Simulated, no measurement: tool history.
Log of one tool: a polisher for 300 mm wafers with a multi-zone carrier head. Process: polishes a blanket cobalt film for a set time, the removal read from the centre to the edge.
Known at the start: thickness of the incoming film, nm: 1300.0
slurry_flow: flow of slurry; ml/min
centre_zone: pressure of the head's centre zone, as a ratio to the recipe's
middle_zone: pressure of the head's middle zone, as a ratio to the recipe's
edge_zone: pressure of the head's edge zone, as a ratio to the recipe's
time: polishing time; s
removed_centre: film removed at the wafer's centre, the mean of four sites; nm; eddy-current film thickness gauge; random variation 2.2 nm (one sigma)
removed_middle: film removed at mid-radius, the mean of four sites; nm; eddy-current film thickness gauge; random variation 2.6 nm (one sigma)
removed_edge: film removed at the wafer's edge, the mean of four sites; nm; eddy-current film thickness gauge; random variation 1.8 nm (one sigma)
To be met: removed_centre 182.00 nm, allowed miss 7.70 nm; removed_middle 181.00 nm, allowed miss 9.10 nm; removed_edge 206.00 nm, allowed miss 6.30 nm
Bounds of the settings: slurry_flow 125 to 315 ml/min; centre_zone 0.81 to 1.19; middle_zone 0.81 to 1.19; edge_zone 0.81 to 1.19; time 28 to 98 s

run 1 hour=0.0 | slurry_flow=205 centre_zone=1.00 middle_zone=1.00 edge_zone=1.00 time=63 | removed_centre=291.92 removed_middle=285.50 removed_edge=307.46
run 2 hour=3.2 | slurry_flow=205 centre_zone=1.00 middle_zone=1.00 edge_zone=1.00 time=73 | removed_centre=329.60 removed_middle=339.75 removed_edge=360.03
run 3 hour=9.7 | slurry_flow=200 centre_zone=0.97 middle_zone=0.98 edge_zone=0.98 time=66 | removed_centre=295.49 removed_middle=298.12 removed_edge=315.02
run 4 hour=16.6 | slurry_flow=200 centre_zone=0.92 middle_zone=0.98 edge_zone=0.98 time=66 | removed_centre=277.79 removed_middle=296.38 removed_edge=315.06
run 5 hour=24.3 | slurry_flow=250 centre_zone=0.92 middle_zone=0.98 edge_zone=0.98 time=66 | removed_centre=287.70 removed_middle=311.92 removed_edge=318.63
run 6 hour=24.9 | slurry_flow=285 centre_zone=0.92 middle_zone=0.98 edge_zone=0.98 time=66 | removed_centre=290.10 removed_middle=317.91 removed_edge=325.99
run 7 hour=25.9 | slurry_flow=275 centre_zone=0.90 middle_zone=0.95 edge_zone=0.97 time=61 | removed_centre=263.75 removed_middle=281.86 removed_edge=304.70
run 8 hour=34.7 | slurry_flow=265 centre_zone=0.89 middle_zone=0.94 edge_zone=0.94 time=56 | removed_centre=233.29 removed_middle=249.44 removed_edge=272.86
run 9 hour=43.6 | slurry_flow=255 centre_zone=0.90 middle_zone=0.93 edge_zone=0.91 time=53 | removed_centre=230.47 removed_middle=233.90 removed_edge=251.03
run 10 hour=44.9 | slurry_flow=245 centre_zone=0.88 middle_zone=0.91 edge_zone=0.89 time=51 | removed_centre=212.64 removed_middle=216.95 removed_edge=239.46
run 11 hour=49.6 | slurry_flow=235 centre_zone=0.87 middle_zone=0.90 edge_zone=0.87 time=50 | removed_centre=203.10 removed_middle=211.64 removed_edge=231.79
run 12 hour=55.5 | slurry_flow=230 centre_zone=0.87 middle_zone=0.89 edge_zone=0.86 time=49 | removed_centre=196.36 removed_middle=206.00 removed_edge=223.43
run 13 hour=63.4 | slurry_flow=220 centre_zone=0.87 middle_zone=0.87 edge_zone=0.85 time=49 | removed_centre=198.94 removed_middle=197.59 removed_edge=224.53
run 14 hour=68.1 | slurry_flow=220 centre_zone=0.87 middle_zone=0.87 edge_zone=0.85 time=49 | removed_centre=197.92 removed_middle=202.86 removed_edge=218.62
run 15 hour=70.1 | slurry_flow=180 centre_zone=0.84 middle_zone=0.81 edge_zone=0.83 time=46 | removed_centre=171.63 removed_middle=172.42 removed_edge=201.55

Which of these 4 next moves meets every target?
run A hour=72.1 | slurry_flow=145 centre_zone=0.87 middle_zone=0.83 edge_zone=0.81 time=49 | removed_centre=? removed_middle=? removed_edge=?
run B hour=72.1 | slurry_flow=145 centre_zone=0.88 middle_zone=0.82 edge_zone=0.82 time=45 | removed_centre=? removed_middle=? removed_edge=?
run C hour=72.1 | slurry_flow=180 centre_zone=0.83 middle_zone=0.87 edge_zone=0.89 time=46 | removed_centre=? removed_middle=? removed_edge=?
run D hour=72.1 | slurry_flow=155 centre_zone=0.81 middle_zone=0.83 edge_zone=0.81 time=48 | removed_centre=? removed_middle=? removed_edge=?

move=A removed_centre=179.57 removed_middle=182.62 removed_edge=205.51
move=B removed_centre=166.82 removed_middle=166.05 removed_edge=189.77
move=C removed_centre=167.72 removed_middle=184.93 removed_edge=206.46
move=D removed_centre=165.91 removed_middle=181.09 removed_edge=203.01
A: meets every target
B: further off than the last run
C: further off than the last run
D: further off than the last run
Answer: A

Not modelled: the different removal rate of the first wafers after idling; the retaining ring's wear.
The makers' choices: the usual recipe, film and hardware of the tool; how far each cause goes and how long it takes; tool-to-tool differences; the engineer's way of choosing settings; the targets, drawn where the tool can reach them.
